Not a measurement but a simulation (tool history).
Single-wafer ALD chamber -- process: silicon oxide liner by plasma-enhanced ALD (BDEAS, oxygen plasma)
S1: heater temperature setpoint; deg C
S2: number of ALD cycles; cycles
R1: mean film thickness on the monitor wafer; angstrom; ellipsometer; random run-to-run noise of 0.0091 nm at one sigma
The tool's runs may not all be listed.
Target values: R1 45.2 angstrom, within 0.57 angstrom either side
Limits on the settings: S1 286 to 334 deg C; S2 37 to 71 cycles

run	hour	S1	S2	R1
1	0	310	54	48.834
2	1.8	310	60	54.139
3	4.1	311	59	53.341
4	5.1	311	58	52.349
5	7.4	322	58	51.727
6	15.3	327	58	51.207
7	20.9	327	57	50.542
8	23.5	327	56	49.452
# hour 24.8: thermocouple changed; heater temperature recalibrated
9	24.8	327	55	48.881
10	31.8	327	54	47.989
11	37.7	327	54	48.084
12	40	328	52	46.134

Exactly one of the 5 candidate moves below puts every result within its allowed miss. Which one?
A	42.3	326	51	?
B	42.3	323	53	?
C	42.3	333	49	?
D	42.3	323	52	?
E	42.3	327	54	?

move	R1
A	45.258
B	47.213
C	43.096
D	46.322
E	47.859
A: every result lands within tolerance
B: misses by more than the last run did
C: moves the result that the last run missed by most past its target, out the other side
D: misses by more than the last run did
E: misses by more than the last run did
A is the move that brings every result within its allowed miss.
